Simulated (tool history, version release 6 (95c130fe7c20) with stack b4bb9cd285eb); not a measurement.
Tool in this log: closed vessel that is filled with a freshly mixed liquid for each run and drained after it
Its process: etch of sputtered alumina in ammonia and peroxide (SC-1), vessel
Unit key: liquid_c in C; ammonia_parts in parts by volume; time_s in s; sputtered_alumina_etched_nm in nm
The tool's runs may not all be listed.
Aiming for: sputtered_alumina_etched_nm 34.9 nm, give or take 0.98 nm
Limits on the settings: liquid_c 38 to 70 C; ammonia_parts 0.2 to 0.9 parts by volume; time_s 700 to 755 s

run  hour  liquid_c  ammonia_parts  time_s  sputtered_alumina_etched_nm
  1     0        54            0.5     700                       62.577
  2   7.1      47.5            0.5     700                       44.126
  3  16.3      47.5            0.5     700                       43.989
  4  17.9        46            0.5     700                       39.578
  5  26.7        46            0.5     700                       39.929
  6  34.7      45.5            0.5     700                       38.529
  7    44        45            0.5     700                       37.752
  8  46.4      44.5            0.5     700                       36.902

Consider the 5 candidate settings below. Which is the only one whose results all fall within their allowed miss of target?
  A  48.8        44            0.4     700                            ?
  B  48.8        41           0.55     740                            ?
  C  48.8      45.5            0.6     700                            ?
  D  48.8        45            0.5     710                            ?
  E  48.8        42           0.55     700                            ?

move  sputtered_alumina_etched_nm
   A                       34.764
   B                       31.835
   C                       39.361
   D                       38.137
   E                       31.925
A: hits every target within its allowed miss
B: takes the result that was furthest off past its target
C: moves away from the targets compared with the last run
D: moves away from the targets compared with the last run
E: takes the result that was furthest off past its target
The move that meets every target is A.
